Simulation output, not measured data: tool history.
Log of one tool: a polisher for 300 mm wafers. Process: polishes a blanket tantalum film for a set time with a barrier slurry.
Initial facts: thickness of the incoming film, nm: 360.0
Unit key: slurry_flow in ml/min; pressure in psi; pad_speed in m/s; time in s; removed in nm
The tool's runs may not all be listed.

run	day	slurry_flow	pressure	pad_speed	slurry_solids	time	removed
1	0.000	210	1.6	1.24	1.00	71	125.790
2	0.133	190	1.4	1.08	0.90	71	92.568
3	0.346	190	1.4	1.08	0.80	71	82.580
4	0.700	165	1.4	1.08	0.80	71	81.619
5	0.742	165	1.4	1.08	1.00	71	92.152
6	0.996	155	1.2	0.96	0.90	71	67.029
7	1.100	155	1.2	0.96	0.90	71	67.534
8	1.358	150	1.1	0.86	0.85	71	53.214

Run 9 comes next. What will it give?
9	1.492	145	0.7	0.56	0.80	71	?

Run 9 gave removed 22.611 nm.
